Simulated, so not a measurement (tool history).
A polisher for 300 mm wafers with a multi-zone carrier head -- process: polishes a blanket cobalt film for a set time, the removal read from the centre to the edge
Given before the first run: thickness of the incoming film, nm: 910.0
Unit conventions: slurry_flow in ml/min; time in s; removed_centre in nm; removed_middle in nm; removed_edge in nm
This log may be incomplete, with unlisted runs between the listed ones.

run  hour  slurry_flow  centre_zone  middle_zone  edge_zone  time  removed_centre  removed_middle  removed_edge
  1     0          135            1            1          1    37          126.58          123.36        118.73
  2   7.2          135            1         1.07          1    37          128.03           126.4        117.67
  3   8.2          125            1         1.03       0.99    33          110.01          109.47         104.3
  4  11.8          120            1         0.99       0.97    30          98.387          94.916        93.632
  5  13.7          120         0.99         0.97       0.94    28           92.43          87.505        86.014
  6  15.3          120         0.99         0.97       1.02    28          91.586          87.689        88.995
  7  20.2          120         0.98         0.95       0.98    27          86.843          84.433         83.53

What will run 8 give?
  8  27.9           85         0.94         0.85       0.88    25               ?               ?             ?

Run 8 gave removed_centre 68.226 nm, removed_middle 65.077 nm, removed_edge 68.712 nm.

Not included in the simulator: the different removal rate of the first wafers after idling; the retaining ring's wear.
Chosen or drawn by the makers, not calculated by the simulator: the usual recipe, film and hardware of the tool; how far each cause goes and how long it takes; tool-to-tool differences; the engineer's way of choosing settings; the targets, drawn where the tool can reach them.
